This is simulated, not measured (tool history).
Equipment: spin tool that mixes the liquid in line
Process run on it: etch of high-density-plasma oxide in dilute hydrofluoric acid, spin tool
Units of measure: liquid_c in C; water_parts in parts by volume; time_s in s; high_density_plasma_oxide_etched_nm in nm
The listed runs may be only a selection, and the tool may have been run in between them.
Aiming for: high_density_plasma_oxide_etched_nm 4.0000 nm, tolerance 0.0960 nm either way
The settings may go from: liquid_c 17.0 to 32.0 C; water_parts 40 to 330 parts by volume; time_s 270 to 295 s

| run | hour | liquid_c | water_parts | time_s | high_density_plasma_oxide_etched_nm |
|---|---|---|---|---|---|
| 1 | 0.0 | 24.0 | 185 | 270 | 5.9788 |
| 2 | 0.8 | 23.0 | 190 | 270 | 5.6416 |
| 3 | 5.7 | 22.0 | 195 | 270 | 5.2225 |
| 4 | 13.7 | 22.0 | 165 | 270 | 6.3620 |
| 5 | 17.2 | 23.5 | 165 | 270 | 6.7643 |
| 6 | 20.3 | 22.5 | 170 | 270 | 6.2152 |
| 7 | 24.7 | 21.5 | 175 | 270 | 5.8794 |
| 8 | 28.0 | 21.0 | 180 | 270 | 5.4944 |
| 9 | 32.0 | 20.5 | 185 | 270 | 5.2802 |
| 10 | 38.0 | 20.0 | 190 | 270 | 4.9943 |
| 11 | 43.6 | 19.5 | 195 | 270 | 4.7288 |
| 12 | 51.8 | 19.5 | 195 | 270 | 4.7666 |
| 13 | 59.6 | 19.0 | 195 | 270 | 4.6684 |
| 14 | 68.3 | 18.5 | 195 | 270 | 4.5362 |
| 15 | 75.7 | 17.5 | 200 | 270 | 4.2355 |

Exercise: of the 4 proposed moves below, exactly one satisfies all targets within the stated allowed misses. Which move is it?
| A | 83.1 | 17.0 | 205 | 270 | ? |
| B | 83.1 | 18.5 | 215 | 295 | ? |
| C | 83.1 | 19.0 | 210 | 270 | ? |
| D | 83.1 | 17.0 | 205 | 280 | ? |

| move | high_density_plasma_oxide_etched_nm |
|---|---|
| A | 4.0107 |
| B | 4.3963 |
| C | 4.2207 |
| D | 4.1593 |
A: hits every target within its allowed miss
B: the biggest miss grows against the last run
C: an improvement on the last run, though not all results are within tolerance
D: an improvement on the last run, though not all results are within tolerance
Move A is the one to make.

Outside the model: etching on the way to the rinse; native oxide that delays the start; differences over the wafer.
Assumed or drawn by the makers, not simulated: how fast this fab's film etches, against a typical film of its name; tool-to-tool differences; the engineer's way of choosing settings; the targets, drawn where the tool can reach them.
